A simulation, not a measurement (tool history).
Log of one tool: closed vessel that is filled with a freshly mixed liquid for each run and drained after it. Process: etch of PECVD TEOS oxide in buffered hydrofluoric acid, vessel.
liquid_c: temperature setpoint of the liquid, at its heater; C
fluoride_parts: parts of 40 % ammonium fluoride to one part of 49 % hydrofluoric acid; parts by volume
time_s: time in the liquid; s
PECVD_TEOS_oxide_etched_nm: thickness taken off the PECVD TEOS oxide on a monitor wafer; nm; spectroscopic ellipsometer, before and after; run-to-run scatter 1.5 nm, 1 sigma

| run | hour | liquid_c | fluoride_parts | time_s | PECVD_TEOS_oxide_etched_nm |
|---|---|---|---|---|---|
| 1 | 0 | 24 | 9 | 90 | 135.8 |
| 2 | 1.9 | 20.5 | 9 | 90 | 113.02 |
| 3 | 7.4 | 22 | 9 | 90 | 122.12 |
| 4 | 12.8 | 23.5 | 9 | 90 | 131.81 |
| 5 | 21.5 | 23.5 | 9 | 90 | 133.78 |
| 6 | 28.1 | 24.5 | 9 | 90 | 140.11 |
| 7 | 36.3 | 25.5 | 9 | 90 | 147.21 |

Estimate the outcome of run 8 from the log above:
| 8 | 41.1 | 25.5 | 9 | 90 | ? |

PECVD_TEOS_oxide_etched_nm: 145.42 nm
